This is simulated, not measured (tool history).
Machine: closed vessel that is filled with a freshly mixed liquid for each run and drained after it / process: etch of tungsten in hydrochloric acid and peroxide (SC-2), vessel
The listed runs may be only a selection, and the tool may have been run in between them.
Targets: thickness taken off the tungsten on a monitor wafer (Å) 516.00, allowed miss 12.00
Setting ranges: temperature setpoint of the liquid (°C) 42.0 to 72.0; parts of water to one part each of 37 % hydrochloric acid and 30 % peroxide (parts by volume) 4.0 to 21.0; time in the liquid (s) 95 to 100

run,hour,temperature setpoint of the liquid (°C),parts of water to one part each of 37 % hydrochloric acid and 30 % peroxide (parts by volume),time in the liquid (s),thickness taken off the tungsten on a monitor wafer (Å)
1,0.0,58.0,11.5,95,161.53
2,5.2,61.0,10.5,95,213.24
3,12.9,61.0,14.0,95,167.22
4,17.5,63.5,12.5,95,213.94
5,22.1,65.5,11.5,95,259.76
6,26.5,67.0,10.5,95,305.06
7,32.9,68.0,10.0,95,334.42
# hour 34.4: chemicals flow meter replaced
8,34.4,69.0,9.5,95,347.81
9,35.2,69.5,8.5,95,392.37
10,39.1,70.0,8.0,95,427.78
11,39.7,70.5,8.0,95,439.64
12,40.3,71.0,8.0,95,451.74
13,48.9,71.5,7.5,95,486.95

Next run, 5 choices. One meets every target within its allowed miss, the rest don't. Which?
A,57.5,69.5,7.5,100,?
B,57.5,71.5,8.5,95,?
C,57.5,68.0,6.0,95,?
D,57.5,71.0,8.0,95,?
E,57.5,69.5,6.5,100,?

move,thickness taken off the tungsten on a monitor wafer (Å)
A,457.46
B,442.40
C,471.96
D,451.09
E,511.27
A: the biggest miss grows against the last run
B: the biggest miss grows against the last run
C: the biggest miss grows against the last run
D: the biggest miss grows against the last run
E: all results land within tolerance of their targets
E meets every target.
